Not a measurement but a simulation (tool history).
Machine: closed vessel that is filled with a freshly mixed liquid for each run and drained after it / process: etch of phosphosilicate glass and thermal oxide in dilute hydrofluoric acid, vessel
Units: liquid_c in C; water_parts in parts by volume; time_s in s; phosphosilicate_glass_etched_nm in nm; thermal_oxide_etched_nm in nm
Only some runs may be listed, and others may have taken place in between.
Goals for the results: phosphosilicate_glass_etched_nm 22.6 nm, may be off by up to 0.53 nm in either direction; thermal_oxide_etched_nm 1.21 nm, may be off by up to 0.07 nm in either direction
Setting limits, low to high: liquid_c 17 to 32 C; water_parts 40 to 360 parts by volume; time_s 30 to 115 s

run,hour,liquid_c,water_parts,time_s,phosphosilicate_glass_etched_nm,thermal_oxide_etched_nm
1,0,24,200,60,25.238,1.3896
2,5.1,23.5,200,60,24.781,1.3487
3,6,23.5,200,50,20.779,1.117
4,8.9,24,200,50,21.141,1.1543
5,12.6,24,255,50,15.527,0.81823
6,16.6,24,255,65,20.55,1.1068
7,19.6,24.5,255,65,20.527,1.101
8,22.4,25,255,65,20.953,1.1512
9,22.9,25,250,65,21.446,1.1396

Of the 4 settings listed for the next run, only one would bring every result within its allowed miss of target. Which one?
A,23.4,29,245,55,?,?
B,23.4,21.5,230,65,?,?
C,23.4,20.5,215,60,?,?
D,23.4,23.5,215,60,?,?

move,phosphosilicate_glass_etched_nm,thermal_oxide_etched_nm
A,21.569,1.143
B,21.13,1.1198
C,20.392,1.0806
D,22.816,1.2091
A: moves toward the targets from the last run without getting all of them in spec
B: lands further from the targets than the last run did
C: lands further from the targets than the last run did
D: each result inside its tolerance
Correct choice: D, which meets every target

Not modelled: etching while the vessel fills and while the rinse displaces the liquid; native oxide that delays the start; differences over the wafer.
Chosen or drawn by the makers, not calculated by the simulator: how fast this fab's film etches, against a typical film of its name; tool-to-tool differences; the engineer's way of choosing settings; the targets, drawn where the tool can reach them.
